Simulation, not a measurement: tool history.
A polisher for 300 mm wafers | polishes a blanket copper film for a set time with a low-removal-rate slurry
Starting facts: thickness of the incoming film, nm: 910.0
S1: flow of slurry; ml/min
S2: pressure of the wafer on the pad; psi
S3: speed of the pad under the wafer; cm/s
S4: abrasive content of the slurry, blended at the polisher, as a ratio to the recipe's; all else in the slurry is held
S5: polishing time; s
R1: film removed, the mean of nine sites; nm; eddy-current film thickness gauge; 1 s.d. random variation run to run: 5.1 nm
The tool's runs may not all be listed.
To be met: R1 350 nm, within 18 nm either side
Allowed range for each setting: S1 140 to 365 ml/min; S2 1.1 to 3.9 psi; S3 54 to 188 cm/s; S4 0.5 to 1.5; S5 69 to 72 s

run,hour,S1,S2,S3,S4,S5,R1
1,0,235,2.5,120,1,69,197.9
2,4.2,235,2.5,98,1,69,173.18
3,4.8,235,2.8,104,1,69,192.2
4,5.6,235,3,114,1,69,222.66
5,11.5,235,3,134,1,69,247.66
6,17.5,235,3.2,138,1,69,271.83
7,19.1,235,3.4,140,1,69,278.47
8,23.5,235,3.5,144,1,69,295.4
# hour 26.2: worn pad replaced by a new one
9,26.2,235,3.5,144,1,69,323.03
10,34.9,235,3.5,144,1,69,312.81
11,42.9,235,3.6,144,1,69,320.78
12,46.7,235,3.7,144,1,69,322.45
13,49.6,235,3.7,146,1,69,331.25

Which single option among these 5 for the next run brings every result within its allowed miss of target? Just one does.
A,52.5,170,3.3,144,0.95,72,?
B,52.5,250,3.8,128,1.25,69,?
C,52.5,235,3.9,132,1.15,72,?
D,52.5,240,3.7,128,1.2,69,?
E,52.5,195,3.8,126,1,71,?

move,R1
A,295.84
B,320.45
C,340.36
D,310.4
E,302.62
A: misses by more than the last run did
B: misses by more than the last run did
C: meets every target
D: misses by more than the last run did
E: misses by more than the last run did
C is the move that brings every result within its allowed miss.
